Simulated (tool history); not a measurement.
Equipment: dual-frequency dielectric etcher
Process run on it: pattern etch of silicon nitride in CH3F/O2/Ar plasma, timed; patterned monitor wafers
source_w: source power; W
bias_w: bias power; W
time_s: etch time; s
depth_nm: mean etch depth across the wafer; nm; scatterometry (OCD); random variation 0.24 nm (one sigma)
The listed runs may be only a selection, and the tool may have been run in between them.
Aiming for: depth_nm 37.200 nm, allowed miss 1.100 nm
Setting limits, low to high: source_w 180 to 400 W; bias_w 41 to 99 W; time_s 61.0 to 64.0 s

Run 1, hour 0.0: source_w 290 W, bias_w 70 W, time_s 61.0 s. Result: depth_nm 41.475 nm.
Run 2, hour 1.5: source_w 290 W, bias_w 82 W, time_s 61.0 s. Result: depth_nm 45.724 nm.
Run 3, hour 6.3: source_w 280 W, bias_w 81 W, time_s 61.0 s. Result: depth_nm 44.233 nm.
Run 4, hour 14.5: source_w 270 W, bias_w 80 W, time_s 61.0 s. Result: depth_nm 43.961 nm.
Run 5, hour 16.1: source_w 300 W, bias_w 80 W, time_s 61.0 s. Result: depth_nm 45.339 nm.
Run 6, hour 19.7: source_w 260 W, bias_w 80 W, time_s 61.0 s. Result: depth_nm 42.595 nm.
Run 7, hour 20.4: source_w 250 W, bias_w 80 W, time_s 61.0 s. Result: depth_nm 41.991 nm.
Run 8, hour 24.7: source_w 240 W, bias_w 80 W, time_s 61.0 s. Result: depth_nm 41.529 nm.
Run 9, hour 32.5: source_w 240 W, bias_w 79 W, time_s 61.0 s. Result: depth_nm 41.318 nm.
Run 10, hour 36.5: source_w 180 W, bias_w 69 W, time_s 61.0 s. Result: depth_nm 34.620 nm.

Below are 4 possible settings for the next run. Only one of them brings all results inside the allowed miss of their targets. Which is it?
Run A, hour 40.5: source_w 200 W, bias_w 69 W, time_s 62.5 s. Result: depth_nm ?.
Run B, hour 40.5: source_w 200 W, bias_w 78 W, time_s 63.5 s. Result: depth_nm ?.
Run C, hour 40.5: source_w 190 W, bias_w 80 W, time_s 64.0 s. Result: depth_nm ?.
Run D, hour 40.5: source_w 240 W, bias_w 71 W, time_s 62.5 s. Result: depth_nm ?.

move  depth_nm
   A    36.728
   B    39.776
   C    39.824
   D    40.012
A: every result lands within tolerance
B: carries the result that was furthest off beyond its target, to the other side
C: carries the result that was furthest off beyond its target, to the other side
D: carries the result that was furthest off beyond its target, to the other side
Go with A: it meets all targets.

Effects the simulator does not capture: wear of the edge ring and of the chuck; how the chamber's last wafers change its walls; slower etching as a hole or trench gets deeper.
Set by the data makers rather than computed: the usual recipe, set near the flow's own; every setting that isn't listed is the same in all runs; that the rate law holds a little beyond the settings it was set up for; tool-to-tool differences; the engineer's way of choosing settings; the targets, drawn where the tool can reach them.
